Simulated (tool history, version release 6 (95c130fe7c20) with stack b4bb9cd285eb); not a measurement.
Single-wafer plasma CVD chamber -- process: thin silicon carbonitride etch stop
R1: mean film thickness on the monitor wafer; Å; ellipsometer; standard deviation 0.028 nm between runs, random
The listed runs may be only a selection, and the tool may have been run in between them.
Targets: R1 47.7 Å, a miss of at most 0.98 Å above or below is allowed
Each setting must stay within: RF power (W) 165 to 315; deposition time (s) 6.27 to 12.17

run 1 hour=0 | RF_power_(W)=240 deposition_time_(s)=9.22 | R1=53.788
run 2 hour=7.2 | RF_power_(W)=225 deposition_time_(s)=9.22 | R1=52.936
run 3 hour=12.7 | RF_power_(W)=220 deposition_time_(s)=9.15 | R1=52.243
run 4 hour=13.7 | RF_power_(W)=215 deposition_time_(s)=9.09 | R1=51.122
run 5 hour=17.5 | RF_power_(W)=215 deposition_time_(s)=9.88 | R1=55.831
run 6 hour=19.6 | RF_power_(W)=210 deposition_time_(s)=9.76 | R1=54.967
run 7 hour=22.3 | RF_power_(W)=205 deposition_time_(s)=9.65 | R1=53.549
-- hour=27.8 RF generator calibrated
run 8 hour=27.8 | RF_power_(W)=200 deposition_time_(s)=9.58 | R1=54.135
run 9 hour=28.9 | RF_power_(W)=200 deposition_time_(s)=9.44 | R1=52.895
run 10 hour=35.6 | RF_power_(W)=200 deposition_time_(s)=9.33 | R1=52.696
run 11 hour=43.2 | RF_power_(W)=200 deposition_time_(s)=9.21 | R1=51.656
run 12 hour=50.2 | RF_power_(W)=200 deposition_time_(s)=9.13 | R1=51.148
run 13 hour=52.6 | RF_power_(W)=200 deposition_time_(s)=9.07 | R1=50.761
run 14 hour=60 | RF_power_(W)=200 deposition_time_(s)=9.07 | R1=51.027
run 15 hour=61 | RF_power_(W)=200 deposition_time_(s)=9 | R1=50.566
run 16 hour=63 | RF_power_(W)=175 deposition_time_(s)=8.65 | R1=46.236

Exactly one of the 4 candidate moves below puts every result within its allowed miss. Which one?
run A hour=65 | RF_power_(W)=175 deposition_time_(s)=7.88 | R1=?
run B hour=65 | RF_power_(W)=165 deposition_time_(s)=8.66 | R1=?
run C hour=65 | RF_power_(W)=165 deposition_time_(s)=8.78 | R1=?
run D hour=65 | RF_power_(W)=175 deposition_time_(s)=8.87 | R1=?

move=A R1=42.34
move=B R1=45.473
move=C R1=46.104
move=D R1=47.66
A: moves away from the targets compared with the last run
B: moves away from the targets compared with the last run
C: moves away from the targets compared with the last run
D: all results in spec
The move that meets every target is D.
